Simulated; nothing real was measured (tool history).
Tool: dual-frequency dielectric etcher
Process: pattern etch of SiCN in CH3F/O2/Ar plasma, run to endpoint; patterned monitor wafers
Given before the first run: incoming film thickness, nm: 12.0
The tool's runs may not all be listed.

run 1 hour=0 | source_power_(W)=530 bias_power_(W)=71 | endpoint_time_(s)=27.208
run 2 hour=5.2 | source_power_(W)=620 bias_power_(W)=71 | endpoint_time_(s)=26.009
run 3 hour=9.5 | source_power_(W)=620 bias_power_(W)=65 | endpoint_time_(s)=26.58
run 4 hour=15.5 | source_power_(W)=590 bias_power_(W)=64 | endpoint_time_(s)=27.217
run 5 hour=18.4 | source_power_(W)=590 bias_power_(W)=57 | endpoint_time_(s)=28.306
run 6 hour=21.1 | source_power_(W)=680 bias_power_(W)=57 | endpoint_time_(s)=27.069
-- hour=28.1 wet clean of the chamber
run 7 hour=28.1 | source_power_(W)=650 bias_power_(W)=56 | endpoint_time_(s)=28.57
run 8 hour=30.8 | source_power_(W)=630 bias_power_(W)=55 | endpoint_time_(s)=29.001
run 9 hour=35.8 | source_power_(W)=620 bias_power_(W)=55 | endpoint_time_(s)=29.034

What does the tool deliver on the next run?
run 10 hour=36.3 | source_power_(W)=620 bias_power_(W)=55 | endpoint_time_(s)=?

endpoint time (s): 29.109
